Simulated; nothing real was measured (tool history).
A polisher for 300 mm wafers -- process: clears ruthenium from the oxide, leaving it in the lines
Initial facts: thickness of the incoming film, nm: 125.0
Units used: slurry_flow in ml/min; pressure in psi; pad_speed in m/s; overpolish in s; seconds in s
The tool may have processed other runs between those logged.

run,day,slurry_flow,pressure,pad_speed,overpolish,seconds
1,0.000,270,1.5,1.04,37,155.63
2,0.312,270,1.5,0.90,37,170.34
3,0.350,330,1.5,0.90,37,166.65
4,0.675,325,1.4,0.90,37,178.08
5,0.904,325,1.3,0.90,37,187.60
6,1.225,325,1.3,0.68,37,222.23

Run 7, settings as shown, results not yet in. Your forecast:
7,1.421,325,1.2,0.68,37,?

Run 7 measured seconds 243.62 s.
